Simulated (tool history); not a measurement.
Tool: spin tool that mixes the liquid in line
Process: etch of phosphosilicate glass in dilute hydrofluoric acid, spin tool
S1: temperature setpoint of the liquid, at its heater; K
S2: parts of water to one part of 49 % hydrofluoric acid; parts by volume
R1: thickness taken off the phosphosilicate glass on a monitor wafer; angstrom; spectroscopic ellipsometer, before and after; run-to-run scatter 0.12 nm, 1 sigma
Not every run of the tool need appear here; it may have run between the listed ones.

Run 1, hour 0.0: S1 298.15 K, S2 205 parts by volume, time under the liquid (s) 15. Result: R1 86.489 angstrom.
Run 2, hour 0.7: S1 298.15 K, S2 235 parts by volume, time under the liquid (s) 15. Result: R1 73.928 angstrom.
Run 3, hour 3.1: S1 299.65 K, S2 235 parts by volume, time under the liquid (s) 15. Result: R1 77.995 angstrom.
Run 4, hour 5.6: S1 300.65 K, S2 225 parts by volume, time under the liquid (s) 15. Result: R1 83.651 angstrom.
Run 5, hour 7.7: S1 301.65 K, S2 215 parts by volume, time under the liquid (s) 15. Result: R1 91.336 angstrom.
Run 6, hour 15.5: S1 301.65 K, S2 215 parts by volume, time under the liquid (s) 15. Result: R1 93.827 angstrom.
Run 7, hour 18.1: S1 302.65 K, S2 210 parts by volume, time under the liquid (s) 15. Result: R1 99.305 angstrom.

Run 8, settings as shown, results not yet in. Your forecast:
Run 8, hour 19.9: S1 303.15 K, S2 205 parts by volume, time under the liquid (s) 15. Result: R1 ?.

For run 8 the tool returned R1 102.810 angstrom.
